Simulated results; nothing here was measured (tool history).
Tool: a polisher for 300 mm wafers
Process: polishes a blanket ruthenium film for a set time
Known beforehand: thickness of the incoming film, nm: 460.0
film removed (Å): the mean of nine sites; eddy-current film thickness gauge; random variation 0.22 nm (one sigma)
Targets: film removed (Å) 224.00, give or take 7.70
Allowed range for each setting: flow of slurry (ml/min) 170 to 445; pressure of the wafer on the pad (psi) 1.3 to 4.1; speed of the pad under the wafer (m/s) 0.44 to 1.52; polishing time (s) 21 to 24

run  hour  flow of slurry (ml/min)  pressure of the wafer on the pad (psi)  speed of the pad under the wafer (m/s)  polishing time (s)  film removed (Å)
  1   0.0                      285                                     2.7                                    0.98                  24            323.31
  2   8.4                      285                                     2.5                                    0.98                  24            300.14
  3  13.7                      345                                     2.5                                    0.98                  24            304.11
  4  16.9                      345                                     2.4                                    0.98                  24            287.44
  5  24.4                      415                                     2.4                                    0.98                  24            293.50
  6  33.0                      415                                     2.9                                    0.98                  24            357.56
  7  40.5                      415                                     2.7                                    0.98                  24            326.89
  8  41.9                      410                                     2.0                                    0.96                  24            243.38

Exercise: of the 4 proposed moves below, exactly one satisfies all targets within the stated allowed misses. Which move is it?
  A  43.3                      370                                     2.6                                    0.92                  21                 ?
  B  43.3                      330                                     1.9                                    1.02                  22                 ?
  C  43.3                      445                                     2.4                                    0.94                  21                 ?
  D  43.3                      445                                     2.5                                    0.98                  22                 ?

move  film removed (Å)
   A            263.10
   B            223.08
   C            251.81
   D            285.73
A: the biggest miss grows against the last run
B: each result inside its tolerance
C: the biggest miss grows against the last run
D: the biggest miss grows against the last run
The right move is B.
